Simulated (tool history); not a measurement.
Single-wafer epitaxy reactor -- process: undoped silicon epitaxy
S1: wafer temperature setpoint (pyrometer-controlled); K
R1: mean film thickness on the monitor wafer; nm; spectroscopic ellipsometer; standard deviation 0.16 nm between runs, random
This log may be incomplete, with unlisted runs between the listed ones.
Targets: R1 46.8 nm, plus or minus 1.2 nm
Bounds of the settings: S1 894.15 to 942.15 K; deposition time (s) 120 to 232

{"run": 1, "day": 0.0, "S1": 918.15, "deposition time (s)": 176, "R1": 25.461}
{"run": 2, "day": 0.308, "S1": 918.15, "deposition time (s)": 162, "R1": 23.403}
{"run": 3, "day": 0.396, "S1": 918.15, "deposition time (s)": 152, "R1": 21.864}
{"run": 4, "day": 0.692, "S1": 921.15, "deposition time (s)": 156, "R1": 24.291}
{"run": 5, "day": 0.825, "S1": 923.15, "deposition time (s)": 159, "R1": 25.973}
{"run": 6, "day": 0.879, "S1": 923.15, "deposition time (s)": 141, "R1": 22.983}
{"run": 7, "day": 1.238, "S1": 925.15, "deposition time (s)": 145, "R1": 24.781}
{"run": 8, "day": 1.575, "S1": 927.15, "deposition time (s)": 149, "R1": 26.818}
{"run": 9, "day": 1.875, "S1": 939.15, "deposition time (s)": 177, "R1": 43.047}
{"run": 10, "day": 2.212, "S1": 941.15, "deposition time (s)": 178, "R1": 44.97}

Which one of the following 5 next-run settings gets every result inside its allowed miss? There is exactly one.
{"run": "A", "day": 2.55, "S1": 938.15, "deposition time (s)": 182, "R1": "?"}
{"run": "B", "day": 2.55, "S1": 942.15, "deposition time (s)": 190, "R1": "?"}
{"run": "C", "day": 2.55, "S1": 941.15, "deposition time (s)": 183, "R1": "?"}
{"run": "D", "day": 2.55, "S1": 934.15, "deposition time (s)": 195, "R1": "?"}
{"run": "E", "day": 2.55, "S1": 937.15, "deposition time (s)": 193, "R1": "?"}

move=A R1=42.894
move=B R1=49.25
move=C R1=46.324
move=D R1=41.747
move=E R1=44.41
A: misses by more than the last run did
B: takes the biggest miss from the last run beyond its target
C: hits every target within its allowed miss
D: misses by more than the last run did
E: misses by more than the last run did
Answer: C

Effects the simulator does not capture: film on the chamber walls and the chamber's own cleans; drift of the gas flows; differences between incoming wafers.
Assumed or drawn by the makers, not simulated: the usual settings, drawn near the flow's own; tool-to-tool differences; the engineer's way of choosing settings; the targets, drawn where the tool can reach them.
